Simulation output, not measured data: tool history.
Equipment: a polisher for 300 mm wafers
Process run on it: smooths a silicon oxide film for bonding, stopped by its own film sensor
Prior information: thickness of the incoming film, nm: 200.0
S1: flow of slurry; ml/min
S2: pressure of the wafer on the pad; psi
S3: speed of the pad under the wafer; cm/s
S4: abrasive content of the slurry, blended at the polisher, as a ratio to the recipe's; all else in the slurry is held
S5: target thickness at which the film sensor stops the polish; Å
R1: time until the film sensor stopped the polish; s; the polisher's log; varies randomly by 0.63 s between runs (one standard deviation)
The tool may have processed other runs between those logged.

run  hour   S1   S2   S3   S4    S5      R1
  1     0  200    2  100    1  1690  41.315
  2   3.6  200    2  100  0.9  1690  43.063
  3     5  200    2  100  0.9  1690  41.814
  4   5.9  240    2  100  0.9  1690   42.83
  5    12  240  2.1  102  0.9  1690  39.777
  6  15.9  240  2.1  102  0.7  1690  44.959
  7  17.7  240  2.2  104  0.7  1690  40.431

Run 8, settings as shown, results not yet in. Your forecast:
  8  26.4  240  2.3  104  0.7  1690   ?

Run 8 produced R1 38.672 s.
